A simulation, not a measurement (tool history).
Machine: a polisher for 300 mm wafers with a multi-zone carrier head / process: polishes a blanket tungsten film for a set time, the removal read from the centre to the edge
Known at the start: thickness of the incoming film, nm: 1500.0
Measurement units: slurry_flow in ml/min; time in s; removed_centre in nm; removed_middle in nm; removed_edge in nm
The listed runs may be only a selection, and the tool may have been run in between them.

run,hour,slurry_flow,centre_zone,middle_zone,edge_zone,slurry_solids,time,removed_centre,removed_middle,removed_edge
1,0.0,150,1.00,1.00,1.00,1.00,70,191.25,196.21,195.80
2,4.2,115,1.00,1.00,1.00,1.00,70,184.62,185.37,186.52
3,10.8,115,1.00,1.00,1.00,1.00,82,218.54,221.26,215.82
4,12.9,115,0.95,1.00,1.00,1.00,82,208.71,220.67,213.64
5,14.9,115,0.93,1.00,1.01,0.95,81,201.04,219.27,217.17
6,21.2,115,0.93,1.00,1.01,1.10,81,199.60,220.19,214.93
7,29.0,115,0.92,0.99,1.00,1.10,79,195.21,214.28,211.14
8,29.5,115,0.91,0.99,1.00,1.10,77,187.99,207.07,211.40
9,34.2,115,0.90,1.00,1.00,1.05,75,181.06,201.80,197.79
10,35.0,115,0.89,1.00,1.00,1.05,74,172.49,202.27,196.82
11,41.1,115,0.89,1.00,1.00,1.05,74,173.83,200.41,197.37
12,48.1,115,0.88,0.99,1.00,1.05,73,172.47,197.55,195.94
13,55.9,115,0.87,0.99,1.00,1.05,72,170.28,193.09,192.42
14,63.3,115,0.86,0.99,1.00,1.05,71,160.36,187.46,195.10
15,64.2,115,0.86,0.99,0.99,1.05,71,163.18,188.43,184.50
16,68.4,115,0.85,0.99,0.99,1.05,71,161.38,187.39,191.12

Estimate the outcome of run 17 from the log above:
17,73.0,115,0.85,0.99,0.98,1.05,71,?,?,?

removed_centre: 164.33 nm
removed_middle: 191.00 nm
removed_edge: 186.14 nm
